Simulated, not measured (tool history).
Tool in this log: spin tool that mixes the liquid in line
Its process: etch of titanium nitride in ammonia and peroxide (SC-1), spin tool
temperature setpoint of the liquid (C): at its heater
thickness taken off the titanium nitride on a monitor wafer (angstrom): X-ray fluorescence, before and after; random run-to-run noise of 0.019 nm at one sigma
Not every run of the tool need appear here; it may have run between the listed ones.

run,hour,temperature setpoint of the liquid (C),parts of water to one part of 30 % peroxide (parts by volume),parts of 29 % ammonia solution to one part of 30 % peroxide (parts by volume),time under the liquid (s),thickness taken off the titanium nitride on a monitor wafer (angstrom)
1,0.0,56.0,23.5,0.45,140,84.598
2,3.4,52.0,23.5,0.45,140,63.981
3,10.8,52.0,23.5,0.35,140,60.905
4,18.7,55.0,23.5,0.35,140,75.426
5,25.8,55.0,23.5,0.35,140,75.098
6,31.8,59.0,23.5,0.35,140,97.921
7,38.9,54.0,23.5,0.35,140,69.996
8,45.4,51.0,23.5,0.35,140,56.945
9,47.4,49.0,23.5,0.35,140,49.215
# hour 54.9: heated supply line repaired
10,54.9,47.5,23.5,0.35,140,52.891

Estimate the outcome of run 11 from the log above:
11,60.1,40.0,29.0,0.35,140,?

{"run 11": {"thickness taken off the titanium nitride on a monitor wafer (angstrom)": 27.312}}
